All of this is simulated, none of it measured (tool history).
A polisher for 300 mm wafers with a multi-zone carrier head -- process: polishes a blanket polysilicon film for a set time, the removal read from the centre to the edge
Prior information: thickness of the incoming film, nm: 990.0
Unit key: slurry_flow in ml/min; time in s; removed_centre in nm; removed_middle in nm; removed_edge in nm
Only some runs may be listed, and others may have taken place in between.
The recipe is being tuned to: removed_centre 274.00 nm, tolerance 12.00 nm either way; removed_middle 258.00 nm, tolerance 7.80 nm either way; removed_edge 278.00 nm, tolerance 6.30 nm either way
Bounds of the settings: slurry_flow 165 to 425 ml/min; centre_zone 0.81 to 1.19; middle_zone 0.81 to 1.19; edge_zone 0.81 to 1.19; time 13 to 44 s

run	hour	slurry_flow	centre_zone	middle_zone	edge_zone	time	removed_centre	removed_middle	removed_edge
1	0.0	275	1.00	1.00	1.00	28	325.84	315.79	316.69
2	9.0	275	1.00	1.00	1.04	28	318.55	316.58	323.92
3	13.1	270	0.98	0.98	1.02	28	312.27	310.79	314.65
4	16.8	265	0.97	0.96	1.01	28	309.78	301.55	317.78
5	21.8	265	0.97	1.00	1.01	28	307.98	311.59	313.76
6	23.9	265	0.97	1.00	1.09	28	307.81	320.98	329.92
7	30.6	260	0.96	0.98	1.06	28	301.20	307.81	324.71
8	36.6	255	0.95	0.97	1.03	28	308.26	305.36	319.71
9	43.8	255	0.94	0.96	1.02	28	302.37	305.77	316.71
10	46.5	250	0.93	0.94	1.00	28	295.98	295.70	316.01
11	47.8	250	0.93	0.93	0.98	28	293.93	293.04	309.57
12	53.4	245	0.93	0.92	0.96	28	297.77	290.52	307.22
13	61.3	245	0.92	0.91	0.94	28	289.95	293.90	306.89
14	61.9	240	0.92	0.90	0.93	28	294.26	288.72	301.95
15	66.0	235	0.92	0.89	0.92	28	293.91	285.35	298.77

Exactly one of the 5 candidate moves below puts every result within its allowed miss. Which one?
A	70.1	220	0.91	0.92	0.94	27	?	?	?
B	70.1	220	0.88	0.84	0.97	27	?	?	?
C	70.1	165	0.90	0.96	0.96	30	?	?	?
D	70.1	290	0.91	0.85	0.88	26	?	?	?
E	70.1	235	0.81	0.91	0.92	27	?	?	?

move	removed_centre	removed_middle	removed_edge
A	274.60	279.99	294.59
B	267.03	259.73	299.31
C	291.34	311.79	322.36
D	272.27	259.38	281.04
E	251.79	279.48	293.19
A: better than the last run, though not everything is in spec
B: brings the last run's worst result on target, with another outside its allowed miss
C: misses by more than the last run did
D: hits every target within its allowed miss
E: better than the last run, though not everything is in spec
So the answer is move D, the one that meets all the targets.

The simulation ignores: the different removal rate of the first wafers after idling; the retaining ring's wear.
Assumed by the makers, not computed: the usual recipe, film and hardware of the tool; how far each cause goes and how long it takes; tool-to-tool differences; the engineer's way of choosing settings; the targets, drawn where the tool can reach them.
